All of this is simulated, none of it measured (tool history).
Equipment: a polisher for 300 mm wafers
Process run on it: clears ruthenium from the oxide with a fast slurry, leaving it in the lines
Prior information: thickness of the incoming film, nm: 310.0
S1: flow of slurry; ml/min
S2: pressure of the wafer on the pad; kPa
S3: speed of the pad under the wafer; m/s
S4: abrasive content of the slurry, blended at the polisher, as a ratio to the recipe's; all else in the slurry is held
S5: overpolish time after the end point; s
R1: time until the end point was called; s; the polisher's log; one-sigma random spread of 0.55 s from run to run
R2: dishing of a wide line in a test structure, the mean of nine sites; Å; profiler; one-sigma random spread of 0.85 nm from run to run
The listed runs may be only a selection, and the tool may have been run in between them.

run	hour	S1	S2	S3	S4	S5	R1	R2
1	0.0	280	20.0	1.18	1.00	11	83.160	321.24
2	7.4	220	20.0	1.18	1.00	11	85.508	322.99
3	11.5	220	20.0	1.18	1.00	9	85.091	279.73
4	16.3	220	20.0	1.18	1.15	9	80.545	295.06
5	22.2	220	20.7	1.18	1.15	10	78.670	321.88
# hour 28.2: slurry blender recalibrated
6	28.2	220	22.8	1.18	1.15	10	62.520	377.82
7	35.0	220	22.8	1.18	1.15	11	62.188	406.08
8	40.8	220	22.8	1.18	1.15	12	62.933	421.44

Forecast run 9:
9	45.5	220	22.8	1.18	1.15	13	?	?

{"run 9": {"R1": 61.902, "R2": 454.44}}
